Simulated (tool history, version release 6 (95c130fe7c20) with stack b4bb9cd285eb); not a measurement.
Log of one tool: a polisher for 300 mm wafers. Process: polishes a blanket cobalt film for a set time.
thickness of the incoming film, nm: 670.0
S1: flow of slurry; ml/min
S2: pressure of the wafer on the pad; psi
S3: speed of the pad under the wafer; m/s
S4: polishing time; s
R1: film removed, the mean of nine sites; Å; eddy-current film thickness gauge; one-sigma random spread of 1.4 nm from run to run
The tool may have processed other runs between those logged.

Run 1, hour 0.0: S1 140 ml/min, S2 2.3 psi, S3 1.12 m/s, S4 25 s. Result: R1 1647.4 Å.
Run 2, hour 8.9: S1 140 ml/min, S2 1.8 psi, S3 1.12 m/s, S4 25 s. Result: R1 1436.5 Å.
Run 3, hour 12.0: S1 140 ml/min, S2 1.3 psi, S3 1.12 m/s, S4 25 s. Result: R1 1222.2 Å.
Run 4, hour 16.0: S1 150 ml/min, S2 1.6 psi, S3 1.12 m/s, S4 25 s. Result: R1 1341.3 Å.
Run 5, hour 17.0: S1 150 ml/min, S2 1.6 psi, S3 1.24 m/s, S4 25 s. Result: R1 1504.5 Å.
Run 6, hour 20.4: S1 150 ml/min, S2 1.6 psi, S3 1.52 m/s, S4 25 s. Result: R1 1818.5 Å.
Run 7, hour 22.5: S1 155 ml/min, S2 1.6 psi, S3 1.52 m/s, S4 25 s. Result: R1 1811.2 Å.

Run 8 has not been measured yet. What should we expect?
Run 8, hour 26.9: S1 160 ml/min, S2 1.6 psi, S3 1.52 m/s, S4 25 s. Result: R1 ?.

Run 8 gave R1 1834.9 Å.
